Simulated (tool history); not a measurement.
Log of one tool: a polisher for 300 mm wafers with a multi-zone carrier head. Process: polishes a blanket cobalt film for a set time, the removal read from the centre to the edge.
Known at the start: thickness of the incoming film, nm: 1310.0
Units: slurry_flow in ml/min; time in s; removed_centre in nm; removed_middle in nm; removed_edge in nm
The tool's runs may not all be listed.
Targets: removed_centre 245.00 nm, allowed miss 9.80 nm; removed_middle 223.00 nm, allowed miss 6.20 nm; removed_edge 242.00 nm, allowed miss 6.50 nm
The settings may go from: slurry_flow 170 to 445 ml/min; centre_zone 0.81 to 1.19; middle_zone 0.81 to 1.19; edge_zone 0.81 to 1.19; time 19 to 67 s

run  hour  slurry_flow  centre_zone  middle_zone  edge_zone  time  removed_centre  removed_middle  removed_edge
  1   0.0          285         1.00         1.00       1.00    43          240.86          247.35        249.79
  2   8.1          285         1.00         1.00       0.94    43          247.79          244.58        241.39
  3  10.3          245         1.00         1.00       0.94    43          236.10          245.58        238.47
  4  13.0          250         1.00         0.98       0.94    43          240.63          242.13        236.74
  5  18.2          250         0.93         0.98       0.94    43          222.23          243.34        238.33
  6  25.5          250         0.93         0.98       0.88    43          224.79          244.42        230.31
  7  27.2          260         0.94         0.96       0.89    43          227.01          238.71        232.90
  8  31.3          270         0.95         0.95       0.90    43          231.18          239.00        231.43
  9  36.0          275         0.96         0.94       0.92    43          228.90          235.97        234.62

4 next moves are on the table. One of them brings every result within its allowed miss. Which?
  A  40.7          280         0.96         0.86       1.00    45               ?               ?             ?
  B  40.7          280         0.88         0.87       1.03    42               ?               ?             ?
  C  40.7          290         0.99         0.90       1.09    44               ?               ?             ?
  D  40.7          240         1.04         0.89       1.01    42               ?               ?             ?

move  removed_centre  removed_middle  removed_edge
   A          246.69          236.68        255.74
   B          210.91          222.61        242.12
   C          249.57          238.80        261.31
   D          246.40          223.07        237.65
A: further off than the last run
B: brings the result that was furthest off to its target, and leaves another outside
C: further off than the last run
D: meets every target
The right move is D.

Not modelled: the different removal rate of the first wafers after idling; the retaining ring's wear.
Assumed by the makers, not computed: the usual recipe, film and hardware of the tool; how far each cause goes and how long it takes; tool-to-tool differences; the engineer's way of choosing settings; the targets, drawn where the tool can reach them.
